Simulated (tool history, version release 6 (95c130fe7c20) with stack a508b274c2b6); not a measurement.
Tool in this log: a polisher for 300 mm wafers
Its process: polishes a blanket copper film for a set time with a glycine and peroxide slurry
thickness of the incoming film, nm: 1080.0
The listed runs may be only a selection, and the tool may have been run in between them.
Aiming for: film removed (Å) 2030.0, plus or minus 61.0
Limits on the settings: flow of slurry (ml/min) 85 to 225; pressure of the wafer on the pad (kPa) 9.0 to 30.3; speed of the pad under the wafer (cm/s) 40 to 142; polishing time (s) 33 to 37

run,hour,flow of slurry (ml/min),pressure of the wafer on the pad (kPa),speed of the pad under the wafer (cm/s),polishing time (s),film removed (Å)
1,0.0,145,19.3,90,37,1545.5
2,3.2,145,22.8,90,37,1737.7
3,9.5,145,24.8,90,37,1899.4
4,15.1,145,24.8,76,37,1643.6
5,20.9,145,24.8,76,37,1606.7
6,24.8,150,25.5,76,37,1669.5
7,27.6,150,26.2,76,37,1712.2
8,32.9,150,26.9,76,37,1741.2
9,34.1,150,27.6,76,37,1765.2
10,37.7,150,28.3,76,37,1791.3
11,46.2,155,29.6,80,37,1987.4

Of the 5 settings listed for the next run, only one would bring every result within its allowed miss of target. Which one?
A,54.7,150,30.3,72,37,?
B,54.7,145,29.6,96,33,?
C,54.7,180,29.6,78,35,?
D,54.7,215,25.5,80,37,?
E,54.7,160,29.6,84,34,?

move,film removed (Å)
A,1825.7
B,2023.4
C,1907.9
D,1917.5
E,1913.2
A: lands further from the targets than the last run did
B: every result within its allowed miss
C: lands further from the targets than the last run did
D: lands further from the targets than the last run did
E: lands further from the targets than the last run did
B meets every target.

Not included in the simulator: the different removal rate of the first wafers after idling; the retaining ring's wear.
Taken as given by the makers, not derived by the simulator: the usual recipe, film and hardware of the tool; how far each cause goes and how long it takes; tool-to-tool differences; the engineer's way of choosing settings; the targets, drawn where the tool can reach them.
